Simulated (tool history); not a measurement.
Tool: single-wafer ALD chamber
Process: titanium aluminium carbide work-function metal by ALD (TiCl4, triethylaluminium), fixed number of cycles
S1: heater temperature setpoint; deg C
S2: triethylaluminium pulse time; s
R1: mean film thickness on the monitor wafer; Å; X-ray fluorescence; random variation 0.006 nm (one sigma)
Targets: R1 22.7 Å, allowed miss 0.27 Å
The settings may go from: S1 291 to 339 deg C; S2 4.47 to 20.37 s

run 1 hour=0 | S1=315 S2=12.42 | R1=21.328
run 2 hour=5 | S1=317 S2=12.59 | R1=21.431
run 3 hour=8.9 | S1=319 S2=12.79 | R1=21.836
run 4 hour=16.7 | S1=319 S2=10.77 | R1=21.448
run 5 hour=22.5 | S1=314 S2=10.77 | R1=21.1
run 6 hour=23.4 | S1=320 S2=10.77 | R1=21.652
run 7 hour=32.4 | S1=321 S2=10.88 | R1=21.823
run 8 hour=36.1 | S1=322 S2=10.95 | R1=21.802
run 9 hour=40.5 | S1=323 S2=11.06 | R1=21.92
run 10 hour=48 | S1=324 S2=11.15 | R1=22.084

Which of these 4 next moves meets every target?
run A hour=55.5 | S1=320 S2=10.22 | R1=?
run B hour=55.5 | S1=331 S2=10.9 | R1=?
run C hour=55.5 | S1=324 S2=9.1 | R1=?
run D hour=55.5 | S1=328 S2=8.06 | R1=?

move=A R1=21.472
move=B R1=22.724
move=C R1=21.516
move=D R1=21.414
A: further off than the last run
B: meets every target
C: further off than the last run
D: further off than the last run
Move B is the one to make.
